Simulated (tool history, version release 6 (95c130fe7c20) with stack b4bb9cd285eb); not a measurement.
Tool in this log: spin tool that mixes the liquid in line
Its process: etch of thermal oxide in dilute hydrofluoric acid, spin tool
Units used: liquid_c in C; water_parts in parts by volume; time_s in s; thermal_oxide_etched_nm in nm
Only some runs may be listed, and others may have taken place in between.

run  hour  liquid_c  water_parts  time_s  thermal_oxide_etched_nm
  1   0.0      21.0          130     305                   8.9300
  2   2.9      22.5          130     305                   9.2774
  3   9.0      19.5          130     305                   8.2618
  4  10.5      22.0          105     305                  11.6590
  5  15.1      24.0           90     305                  14.9900
  6  22.7      25.5           80     305                  18.2710
  7  24.3      26.5           75     305                  20.6120
  8  33.1      27.0           75     305                  20.8870
  9  40.7      27.5           75     305                  21.3960
 10  46.0      28.0           75     305                  21.6530

The next listed run, before its measurement:
 11  54.8      28.5           75     305                        ?

Logged for run 11: thermal_oxide_etched_nm 21.9650 nm.
